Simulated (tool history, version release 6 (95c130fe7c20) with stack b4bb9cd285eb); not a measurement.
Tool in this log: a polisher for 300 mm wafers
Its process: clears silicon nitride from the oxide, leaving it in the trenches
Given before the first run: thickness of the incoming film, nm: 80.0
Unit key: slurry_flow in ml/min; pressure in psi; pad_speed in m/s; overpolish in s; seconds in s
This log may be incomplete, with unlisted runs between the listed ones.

run	hour	slurry_flow	pressure	pad_speed	overpolish	seconds
1	0	150	1.9	0.82	6	133.12
2	4	150	2	0.82	6	130.51
3	5.3	150	2	0.7	6	155.56
4	5.9	150	2.1	0.72	6	138.03
5	7.7	150	2.1	0.54	6	186.98
6	11.6	150	2.2	0.56	6	170.48

Expected results for the next run?
7	12.2	150	2.3	0.58	6	?

Run 7 yielded seconds 157.41 s.
